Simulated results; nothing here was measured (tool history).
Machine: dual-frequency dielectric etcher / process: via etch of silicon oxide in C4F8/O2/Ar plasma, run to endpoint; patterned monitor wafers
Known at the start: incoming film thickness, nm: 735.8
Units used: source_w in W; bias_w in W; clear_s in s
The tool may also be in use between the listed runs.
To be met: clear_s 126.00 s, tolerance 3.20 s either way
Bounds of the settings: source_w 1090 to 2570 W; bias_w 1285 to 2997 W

{"run": 1, "day": 0.0, "source_w": 1830, "bias_w": 2141, "clear_s": 139.69}
{"run": 2, "day": 0.312, "source_w": 1830, "bias_w": 2313, "clear_s": 137.63}
{"run": 3, "day": 0.658, "source_w": 1830, "bias_w": 2071, "clear_s": 143.14}
{"run": 4, "day": 0.733, "source_w": 1930, "bias_w": 2109, "clear_s": 140.14}
{"run": 5, "day": 1.104, "source_w": 2020, "bias_w": 2187, "clear_s": 136.23}
{"run": 6, "day": 1.133, "source_w": 2330, "bias_w": 2187, "clear_s": 132.07}
{"run": 7, "day": 1.179, "source_w": 2370, "bias_w": 2233, "clear_s": 131.38}
{"run": 8, "day": 1.238, "source_w": 2400, "bias_w": 2280, "clear_s": 129.37}

Consider the 4 candidate settings below. Which is the only one whose results all fall within their allowed miss of target?
{"run": "A", "day": 1.296, "source_w": 2230, "bias_w": 2105, "clear_s": "?"}
{"run": "B", "day": 1.296, "source_w": 2200, "bias_w": 1858, "clear_s": "?"}
{"run": "C", "day": 1.296, "source_w": 2270, "bias_w": 2188, "clear_s": "?"}
{"run": "D", "day": 1.296, "source_w": 2410, "bias_w": 2451, "clear_s": "?"}

move=A clear_s=134.64
move=B clear_s=140.28
move=C clear_s=132.47
move=D clear_s=125.96
A: the biggest miss grows against the last run
B: the biggest miss grows against the last run
C: the biggest miss grows against the last run
D: in spec on every target
D is the move that brings every result within its allowed miss.
